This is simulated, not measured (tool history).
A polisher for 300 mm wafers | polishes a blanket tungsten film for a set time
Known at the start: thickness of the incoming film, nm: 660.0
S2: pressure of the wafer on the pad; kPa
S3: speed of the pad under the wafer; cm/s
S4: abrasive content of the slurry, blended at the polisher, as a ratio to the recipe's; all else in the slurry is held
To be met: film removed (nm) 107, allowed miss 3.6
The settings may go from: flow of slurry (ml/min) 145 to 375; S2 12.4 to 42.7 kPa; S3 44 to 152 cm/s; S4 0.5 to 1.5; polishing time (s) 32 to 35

run 1 hour=0 | flow_of_slurry_(ml/min)=240 S2=27.6 S3=98 S4=1 polishing_time_(s)=35 | film_removed_(nm)=147.34
run 2 hour=0.6 | flow_of_slurry_(ml/min)=240 S2=27.6 S3=98 S4=1 polishing_time_(s)=35 | film_removed_(nm)=149.57
run 3 hour=2.1 | flow_of_slurry_(ml/min)=240 S2=25.5 S3=98 S4=1 polishing_time_(s)=35 | film_removed_(nm)=141.78
run 4 hour=5.2 | flow_of_slurry_(ml/min)=240 S2=23.4 S3=98 S4=1 polishing_time_(s)=35 | film_removed_(nm)=135.23
run 5 hour=10.2 | flow_of_slurry_(ml/min)=240 S2=23.4 S3=98 S4=0.85 polishing_time_(s)=35 | film_removed_(nm)=130.24
run 6 hour=11.3 | flow_of_slurry_(ml/min)=240 S2=23.4 S3=98 S4=0.85 polishing_time_(s)=32 | film_removed_(nm)=120.04
run 7 hour=20 | flow_of_slurry_(ml/min)=240 S2=22.8 S3=98 S4=0.85 polishing_time_(s)=32 | film_removed_(nm)=117.13
run 8 hour=26.1 | flow_of_slurry_(ml/min)=240 S2=22.1 S3=98 S4=0.85 polishing_time_(s)=32 | film_removed_(nm)=111.88
-- hour=31.5 worn pad replaced by a new one
run 9 hour=31.5 | flow_of_slurry_(ml/min)=235 S2=20.7 S3=98 S4=0.85 polishing_time_(s)=32 | film_removed_(nm)=117.74
run 10 hour=40 | flow_of_slurry_(ml/min)=245 S2=20 S3=98 S4=0.85 polishing_time_(s)=32 | film_removed_(nm)=114.18

5 next moves are on the table. One of them brings every result within its allowed miss. Which?
run A hour=48.5 | flow_of_slurry_(ml/min)=245 S2=14.5 S3=100 S4=0.65 polishing_time_(s)=35 | film_removed_(nm)=?
run B hour=48.5 | flow_of_slurry_(ml/min)=230 S2=22.8 S3=80 S4=0.8 polishing_time_(s)=32 | film_removed_(nm)=?
run C hour=48.5 | flow_of_slurry_(ml/min)=175 S2=19.3 S3=92 S4=0.9 polishing_time_(s)=32 | film_removed_(nm)=?
run D hour=48.5 | flow_of_slurry_(ml/min)=235 S2=22.1 S3=88 S4=0.85 polishing_time_(s)=32 | film_removed_(nm)=?
run E hour=48.5 | flow_of_slurry_(ml/min)=215 S2=20.7 S3=90 S4=0.85 polishing_time_(s)=35 | film_removed_(nm)=?

move=A film_removed_(nm)=97.827
move=B film_removed_(nm)=98.504
move=C film_removed_(nm)=98.795
move=D film_removed_(nm)=107.09
move=E film_removed_(nm)=113.27
A: takes the result that was furthest off past its target
B: takes the result that was furthest off past its target
C: takes the result that was furthest off past its target
D: meets every target
E: nearer than the last run, and not there yet
The right move is D.
